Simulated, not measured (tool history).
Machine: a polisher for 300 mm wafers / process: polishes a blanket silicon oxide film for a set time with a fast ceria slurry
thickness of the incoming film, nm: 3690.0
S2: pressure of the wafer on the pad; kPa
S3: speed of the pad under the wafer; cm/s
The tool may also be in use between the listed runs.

{"run": 1, "hour": 0.0, "flow of slurry (ml/min)": 215, "S2": 12.4, "S3": 92, "polishing time (s)": 58, "film removed (angstrom)": 4456.7}
{"run": 2, "hour": 6.5, "flow of slurry (ml/min)": 185, "S2": 12.4, "S3": 92, "polishing time (s)": 58, "film removed (angstrom)": 4375.4}
{"run": 3, "hour": 9.0, "flow of slurry (ml/min)": 180, "S2": 10.3, "S3": 92, "polishing time (s)": 58, "film removed (angstrom)": 3745.1}
{"run": 4, "hour": 9.7, "flow of slurry (ml/min)": 140, "S2": 10.3, "S3": 92, "polishing time (s)": 58, "film removed (angstrom)": 3621.3}
{"run": 5, "hour": 12.6, "flow of slurry (ml/min)": 140, "S2": 10.3, "S3": 112, "polishing time (s)": 58, "film removed (angstrom)": 4349.8}
{"run": 6, "hour": 14.6, "flow of slurry (ml/min)": 140, "S2": 10.3, "S3": 112, "polishing time (s)": 58, "film removed (angstrom)": 4307}
{"run": 7, "hour": 22.8, "flow of slurry (ml/min)": 140, "S2": 9, "S3": 106, "polishing time (s)": 58, "film removed (angstrom)": 3671.7}
{"run": 8, "hour": 26.3, "flow of slurry (ml/min)": 140, "S2": 8.3, "S3": 102, "polishing time (s)": 58, "film removed (angstrom)": 3271.5}

Run 9 is up next; what results do you expect?
{"hour": 32.9, "done": "worn pad replaced by a new one"}
{"run": 9, "hour": 32.9, "flow of slurry (ml/min)": 140, "S2": 7.6, "S3": 100, "polishing time (s)": 58, "film removed (angstrom)": "?"}

{"run 9": {"film removed (angstrom)": 3202.3}}
